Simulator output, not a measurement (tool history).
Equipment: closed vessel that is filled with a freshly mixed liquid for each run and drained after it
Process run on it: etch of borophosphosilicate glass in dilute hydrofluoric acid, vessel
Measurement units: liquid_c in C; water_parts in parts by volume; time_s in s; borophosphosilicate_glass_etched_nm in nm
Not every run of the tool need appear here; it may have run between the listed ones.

run,hour,liquid_c,water_parts,time_s,borophosphosilicate_glass_etched_nm
1,0.0,23.0,75,85,63.502
2,1.7,23.0,75,95,71.097
3,6.2,22.0,75,95,68.602
4,14.3,21.0,75,95,66.012
5,20.7,21.0,65,95,76.550
6,27.4,20.5,70,95,69.458

Predict the results of run 7:
7,33.5,20.0,70,95,?

borophosphosilicate_glass_etched_nm: 67.823 nm

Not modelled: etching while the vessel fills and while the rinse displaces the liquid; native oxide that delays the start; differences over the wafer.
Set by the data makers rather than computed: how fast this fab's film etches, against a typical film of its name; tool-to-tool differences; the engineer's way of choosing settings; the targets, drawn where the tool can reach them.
